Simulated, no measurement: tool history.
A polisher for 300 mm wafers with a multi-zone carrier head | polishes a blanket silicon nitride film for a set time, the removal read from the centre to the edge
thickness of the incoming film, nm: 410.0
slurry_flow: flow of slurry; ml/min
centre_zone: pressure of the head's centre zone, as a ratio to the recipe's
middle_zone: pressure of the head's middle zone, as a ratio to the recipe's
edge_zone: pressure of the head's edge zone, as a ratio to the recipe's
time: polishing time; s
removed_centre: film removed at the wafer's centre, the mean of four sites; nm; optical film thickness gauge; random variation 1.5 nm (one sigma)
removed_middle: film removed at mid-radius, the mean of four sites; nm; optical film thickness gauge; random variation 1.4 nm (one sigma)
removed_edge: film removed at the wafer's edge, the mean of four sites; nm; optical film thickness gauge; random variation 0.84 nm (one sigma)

run 1 hour=0 | slurry_flow=295 centre_zone=1 middle_zone=1 edge_zone=1 time=72 | removed_centre=94.401 removed_middle=95.791 removed_edge=93.878
run 2 hour=1.8 | slurry_flow=295 centre_zone=1 middle_zone=1 edge_zone=1.05 time=72 | removed_centre=94.573 removed_middle=95.131 removed_edge=96.168
run 3 hour=9.9 | slurry_flow=295 centre_zone=1 middle_zone=1 edge_zone=1.05 time=78 | removed_centre=104.11 removed_middle=102.31 removed_edge=102.82
run 4 hour=10.9 | slurry_flow=295 centre_zone=1 middle_zone=1 edge_zone=1.05 time=96 | removed_centre=124.6 removed_middle=124.72 removed_edge=127.06
run 5 hour=18.3 | slurry_flow=295 centre_zone=1 middle_zone=1 edge_zone=0.97 time=96 | removed_centre=125.55 removed_middle=127.27 removed_edge=123.61
run 6 hour=19.1 | slurry_flow=295 centre_zone=1 middle_zone=1 edge_zone=1.06 time=96 | removed_centre=122.92 removed_middle=129.37 removed_edge=130.15
run 7 hour=24.3 | slurry_flow=295 centre_zone=0.99 middle_zone=1 edge_zone=1.04 time=95 | removed_centre=120.09 removed_middle=125.14 removed_edge=127.11
run 8 hour=28.8 | slurry_flow=295 centre_zone=0.99 middle_zone=1 edge_zone=1.03 time=94 | removed_centre=123.17 removed_middle=123.3 removed_edge=124.67
run 9 hour=33.2 | slurry_flow=290 centre_zone=0.98 middle_zone=1 edge_zone=1.02 time=93 | removed_centre=121.49 removed_middle=122.13 removed_edge=120.25
run 10 hour=36.8 | slurry_flow=290 centre_zone=0.98 middle_zone=1 edge_zone=1.02 time=93 | removed_centre=118.39 removed_middle=120.35 removed_edge=120.76
run 11 hour=40.6 | slurry_flow=285 centre_zone=0.97 middle_zone=1 edge_zone=1.01 time=93 | removed_centre=118.31 removed_middle=124.25 removed_edge=122.38
run 12 hour=44.5 | slurry_flow=285 centre_zone=0.97 middle_zone=1 edge_zone=1 time=92 | removed_centre=115.56 removed_middle=119.1 removed_edge=119.15
run 13 hour=51.1 | slurry_flow=285 centre_zone=0.97 middle_zone=1 edge_zone=0.99 time=92 | removed_centre=116.91 removed_middle=121.4 removed_edge=119.03
run 14 hour=58.2 | slurry_flow=285 centre_zone=0.97 middle_zone=1 edge_zone=0.98 time=92 | removed_centre=116.15 removed_middle=119.74 removed_edge=117.33
run 15 hour=61.9 | slurry_flow=285 centre_zone=0.97 middle_zone=1 edge_zone=0.97 time=92 | removed_centre=116.28 removed_middle=120.71 removed_edge=118.37

Forecast run 16:
run 16 hour=68.8 | slurry_flow=285 centre_zone=0.97 middle_zone=1 edge_zone=0.97 time=92 | removed_centre=? removed_middle=? removed_edge=?

Run 16 gave removed_centre 114.53 nm, removed_middle 122.81 nm, removed_edge 117.28 nm.
